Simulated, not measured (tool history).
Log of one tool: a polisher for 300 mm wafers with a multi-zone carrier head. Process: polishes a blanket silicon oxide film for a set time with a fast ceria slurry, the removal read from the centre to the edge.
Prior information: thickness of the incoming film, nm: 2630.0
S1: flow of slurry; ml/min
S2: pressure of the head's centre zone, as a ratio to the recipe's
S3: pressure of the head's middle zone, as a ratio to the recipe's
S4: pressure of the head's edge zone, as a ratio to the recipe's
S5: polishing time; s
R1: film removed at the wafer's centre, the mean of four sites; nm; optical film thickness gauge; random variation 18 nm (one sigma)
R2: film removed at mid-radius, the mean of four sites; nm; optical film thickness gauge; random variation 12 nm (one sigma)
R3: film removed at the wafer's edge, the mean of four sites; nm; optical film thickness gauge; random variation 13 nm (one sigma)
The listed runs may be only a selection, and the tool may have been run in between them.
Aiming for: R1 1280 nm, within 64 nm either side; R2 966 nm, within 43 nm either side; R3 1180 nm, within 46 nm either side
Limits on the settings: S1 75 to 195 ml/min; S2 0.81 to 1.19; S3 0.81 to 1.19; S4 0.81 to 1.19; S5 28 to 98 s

run,day,S1,S2,S3,S4,S5,R1,R2,R3
1,0,125,1,1,1,63,1025.4,959.23,992.39
2,0.175,105,1,1,1,63,970.41,933.8,942.34
3,0.288,105,0.92,1,1,63,904.25,957.1,947.66
4,0.596,125,0.97,0.98,1.02,64,1001.6,932.79,995.59
5,0.767,140,0.99,0.98,1.04,65,1047.9,1009.8,1027
6,1.012,140,0.99,0.98,1.04,54,870.07,827.04,868.31
7,1.104,145,1.01,0.94,1.06,59,980,866.38,956
8,1.312,150,1.03,0.92,1.08,62,1088.2,892.9,1027.1
9,1.529,180,1.06,0.91,1.18,66,1197.3,998.67,1155.4
10,1.625,180,1.07,0.9,1.18,66,1177.4,988.71,1163

Which one of the following 4 next-run settings gets every result inside its allowed miss? There is exactly one.
A,1.721,195,1.11,0.96,1.15,60,?,?,?
B,1.721,170,1.11,0.87,1.16,68,?,?,?
C,1.721,165,1.1,0.88,1.19,63,?,?,?
D,1.721,150,1.18,0.83,1.03,67,?,?,?

move,R1,R2,R3
A,1156,937.37,1045.1
B,1281.4,960.18,1174.6
C,1171.9,894.08,1099.2
D,1305.4,893.02,1075.8
A: further off than the last run
B: each result inside its tolerance
C: further off than the last run
D: puts the biggest miss on target and leaves a different result outside tolerance
Answer: B
